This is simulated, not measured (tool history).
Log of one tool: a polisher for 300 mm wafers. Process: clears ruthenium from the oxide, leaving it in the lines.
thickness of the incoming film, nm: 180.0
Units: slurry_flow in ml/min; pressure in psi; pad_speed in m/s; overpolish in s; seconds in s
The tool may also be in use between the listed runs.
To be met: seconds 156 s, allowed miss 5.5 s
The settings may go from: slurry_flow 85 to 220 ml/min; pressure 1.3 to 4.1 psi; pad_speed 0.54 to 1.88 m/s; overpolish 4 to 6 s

{"run": 1, "hour": 0.0, "slurry_flow": 140, "pressure": 2.7, "pad_speed": 1.2, "overpolish": 6, "seconds": 142.74}
{"run": 2, "hour": 6.8, "slurry_flow": 140, "pressure": 2.7, "pad_speed": 1.2, "overpolish": 4, "seconds": 140.04}
{"run": 3, "hour": 12.9, "slurry_flow": 140, "pressure": 2.7, "pad_speed": 0.9, "overpolish": 4, "seconds": 187.57}
{"run": 4, "hour": 18.6, "slurry_flow": 140, "pressure": 2.7, "pad_speed": 0.72, "overpolish": 4, "seconds": 231.04}
{"run": 5, "hour": 27.3, "slurry_flow": 145, "pressure": 2.9, "pad_speed": 0.72, "overpolish": 4, "seconds": 213.64}
{"run": 6, "hour": 34.4, "slurry_flow": 145, "pressure": 3.1, "pad_speed": 0.72, "overpolish": 4, "seconds": 206.04}
{"run": 7, "hour": 38.9, "slurry_flow": 170, "pressure": 3.8, "pad_speed": 0.74, "overpolish": 4, "seconds": 168.81}
{"run": 8, "hour": 44.6, "slurry_flow": 170, "pressure": 3.9, "pad_speed": 0.74, "overpolish": 4, "seconds": 168.94}

5 next moves are on the table. One of them brings every result within its allowed miss. Which?
{"run": "A", "hour": 50.3, "slurry_flow": 155, "pressure": 4, "pad_speed": 0.86, "overpolish": 4, "seconds": "?"}
{"run": "B", "hour": 50.3, "slurry_flow": 170, "pressure": 4, "pad_speed": 0.86, "overpolish": 6, "seconds": "?"}
{"run": "C", "hour": 50.3, "slurry_flow": 165, "pressure": 4, "pad_speed": 0.84, "overpolish": 6, "seconds": "?"}
{"run": "D", "hour": 50.3, "slurry_flow": 145, "pressure": 4, "pad_speed": 0.88, "overpolish": 4, "seconds": "?"}
{"run": "E", "hour": 50.3, "slurry_flow": 175, "pressure": 4.1, "pad_speed": 0.76, "overpolish": 6, "seconds": "?"}

move=A seconds=145.26
move=B seconds=142.95
move=C seconds=146.94
move=D seconds=143.9
move=E seconds=157.15
A: takes the result that was furthest off past its target
B: takes the result that was furthest off past its target
C: takes the result that was furthest off past its target
D: takes the result that was furthest off past its target
E: meets every target
Move E is the one to make.
